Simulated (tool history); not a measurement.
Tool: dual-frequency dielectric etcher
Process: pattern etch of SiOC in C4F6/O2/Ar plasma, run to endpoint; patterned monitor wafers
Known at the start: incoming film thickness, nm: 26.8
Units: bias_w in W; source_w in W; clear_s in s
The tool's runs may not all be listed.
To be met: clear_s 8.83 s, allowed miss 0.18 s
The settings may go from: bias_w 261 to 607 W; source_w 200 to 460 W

{"run": 1, "hour": 0.0, "bias_w": 434, "source_w": 330, "clear_s": 10.311}
{"run": 2, "hour": 1.7, "bias_w": 482, "source_w": 340, "clear_s": 9.9484}
{"run": 3, "hour": 8.5, "bias_w": 482, "source_w": 380, "clear_s": 9.6083}
{"run": 4, "hour": 9.2, "bias_w": 513, "source_w": 390, "clear_s": 9.3038}
{"run": 5, "hour": 13.0, "bias_w": 513, "source_w": 370, "clear_s": 9.4576}
{"run": 6, "hour": 18.8, "bias_w": 513, "source_w": 410, "clear_s": 9.2612}
{"run": 7, "hour": 24.4, "bias_w": 530, "source_w": 410, "clear_s": 9.1648}
{"run": 8, "hour": 31.5, "bias_w": 544, "source_w": 410, "clear_s": 8.9964}

Which of these 4 next moves meets every target?
{"run": "A", "hour": 38.6, "bias_w": 507, "source_w": 390, "clear_s": "?"}
{"run": "B", "hour": 38.6, "bias_w": 562, "source_w": 420, "clear_s": "?"}
{"run": "C", "hour": 38.6, "bias_w": 503, "source_w": 410, "clear_s": "?"}
{"run": "D", "hour": 38.6, "bias_w": 460, "source_w": 390, "clear_s": "?"}

move=A clear_s=9.3625
move=B clear_s=8.8899
move=C clear_s=9.2319
move=D clear_s=9.603
A: further off than the last run
B: meets every target
C: further off than the last run
D: further off than the last run
The right move is B.
